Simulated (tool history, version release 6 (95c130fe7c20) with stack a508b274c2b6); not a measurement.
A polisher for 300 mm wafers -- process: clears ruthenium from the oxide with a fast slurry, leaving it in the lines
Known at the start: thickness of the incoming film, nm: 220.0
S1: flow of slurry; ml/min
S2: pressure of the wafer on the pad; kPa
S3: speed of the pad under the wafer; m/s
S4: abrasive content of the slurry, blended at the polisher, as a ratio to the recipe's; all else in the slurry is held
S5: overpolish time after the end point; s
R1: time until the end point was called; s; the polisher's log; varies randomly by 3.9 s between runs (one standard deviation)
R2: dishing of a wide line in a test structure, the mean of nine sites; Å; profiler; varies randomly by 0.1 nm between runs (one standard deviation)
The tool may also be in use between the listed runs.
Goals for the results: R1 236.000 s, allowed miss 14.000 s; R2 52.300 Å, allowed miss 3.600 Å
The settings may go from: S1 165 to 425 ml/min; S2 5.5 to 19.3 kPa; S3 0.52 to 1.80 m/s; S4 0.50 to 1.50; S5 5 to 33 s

run 1 hour=0.0 | S1=275 S2=12.4 S3=1.16 S4=1.00 S5=17 | R1=89.069 R2=365.560
run 2 hour=5.8 | S1=270 S2=11.7 S3=1.08 S4=0.95 S5=15 | R1=104.870 R2=285.280
run 3 hour=7.7 | S1=310 S2=11.7 S3=1.08 S4=0.95 S5=15 | R1=101.630 R2=283.130
run 4 hour=8.3 | S1=310 S2=11.7 S3=1.08 S4=1.15 S5=15 | R1=91.187 R2=304.120
run 5 hour=16.8 | S1=310 S2=11.7 S3=0.98 S4=1.15 S5=15 | R1=102.780 R2=288.410
run 6 hour=19.5 | S1=325 S2=11.0 S3=0.94 S4=1.05 S5=14 | R1=113.610 R2=249.800
run 7 hour=23.4 | S1=340 S2=10.3 S3=0.88 S4=0.95 S5=13 | R1=134.280 R2=189.220
run 8 hour=29.6 | S1=350 S2=9.7 S3=0.88 S4=0.90 S5=12 | R1=149.700 R2=158.620
run 9 hour=37.4 | S1=350 S2=9.7 S3=0.88 S4=0.90 S5=12 | R1=153.140 R2=157.570
run 10 hour=40.9 | S1=360 S2=9.0 S3=0.90 S4=0.85 S5=11 | R1=169.140 R2=128.120
run 11 hour=45.6 | S1=370 S2=8.3 S3=0.94 S4=0.80 S5=10 | R1=182.310 R2=114.680
run 12 hour=49.3 | S1=380 S2=8.3 S3=0.92 S4=0.75 S5=9 | R1=190.270 R2=96.252
run 13 hour=52.1 | S1=385 S2=8.3 S3=0.92 S4=0.70 S5=8 | R1=207.570 R2=76.440
run 14 hour=54.4 | S1=385 S2=8.3 S3=0.90 S4=0.70 S5=8 | R1=210.550 R2=77.653
run 15 hour=60.5 | S1=390 S2=8.3 S3=0.90 S4=0.70 S5=8 | R1=200.850 R2=77.157
run 16 hour=69.4 | S1=395 S2=8.3 S3=0.88 S4=0.70 S5=8 | R1=213.670 R2=74.476
run 17 hour=72.5 | S1=395 S2=8.3 S3=0.86 S4=0.70 S5=8 | R1=224.330 R2=76.116
run 18 hour=80.9 | S1=390 S2=8.3 S3=0.88 S4=0.65 S5=8 | R1=218.600 R2=71.062
run 19 hour=83.1 | S1=390 S2=9.0 S3=0.84 S4=0.60 S5=7 | R1=231.960 R2=61.332
run 20 hour=83.8 | S1=395 S2=10.3 S3=0.78 S4=0.55 S5=5 | R1=238.670 R2=41.049
run 21 hour=85.8 | S1=390 S2=10.3 S3=0.80 S4=0.55 S5=5 | R1=238.350 R2=42.591
run 22 hour=86.5 | S1=390 S2=10.3 S3=0.82 S4=0.55 S5=5 | R1=236.090 R2=42.902
run 23 hour=93.4 | S1=390 S2=10.3 S3=0.84 S4=0.55 S5=5 | R1=228.030 R2=46.037
run 24 hour=98.3 | S1=385 S2=9.7 S3=0.88 S4=0.55 S5=5 | R1=232.450 R2=43.021
run 25 hour=103.1 | S1=390 S2=9.0 S3=0.90 S4=0.60 S5=5 | R1=219.880 R2=45.699

Which one of the following 4 next-run settings gets every result inside its allowed miss? There is exactly one.
run A hour=107.9 | S1=370 S2=9.7 S3=0.82 S4=0.55 S5=5 | R1=? R2=?
run B hour=107.9 | S1=400 S2=9.0 S3=0.86 S4=0.70 S5=5 | R1=? R2=?
run C hour=107.9 | S1=425 S2=8.3 S3=0.94 S4=0.65 S5=6 | R1=? R2=?
run D hour=107.9 | S1=385 S2=6.9 S3=1.12 S4=0.60 S5=6 | R1=? R2=?

move=A R1=241.580 R2=41.779
move=B R1=192.240 R2=52.349
move=C R1=204.670 R2=58.899
move=D R1=227.220 R2=53.137
A: moves away from the targets compared with the last run
B: brings the result that was furthest off to its target, and leaves another outside
C: takes the biggest miss from the last run beyond its target
D: in spec on every target
Answer: D

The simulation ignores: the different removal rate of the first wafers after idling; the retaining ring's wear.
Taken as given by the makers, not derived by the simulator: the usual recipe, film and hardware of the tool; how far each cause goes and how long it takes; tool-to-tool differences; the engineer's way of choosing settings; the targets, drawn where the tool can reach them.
